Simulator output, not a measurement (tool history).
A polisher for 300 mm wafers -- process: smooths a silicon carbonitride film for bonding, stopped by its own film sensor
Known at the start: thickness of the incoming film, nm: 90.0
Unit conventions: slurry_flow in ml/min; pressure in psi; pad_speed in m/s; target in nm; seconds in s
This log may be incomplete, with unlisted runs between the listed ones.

run	hour	slurry_flow	pressure	pad_speed	slurry_solids	target	seconds
1	0	275	2.8	0.76	1	76	63.821
2	1.4	275	2.5	0.74	1	76	72.36
3	3	220	2.5	0.74	1	76	73.234
4	11	170	2.5	0.74	1	76	77.297
5	16	170	2.3	0.72	1	76	86.91
6	23.2	170	2.3	0.72	1.1	76	80.27
7	27.4	170	2.1	0.7	1.1	76	90.183

Forecast run 8:
8	28.9	170	2	0.7	1.1	76	?

Run 8 yielded seconds 97.121 s.
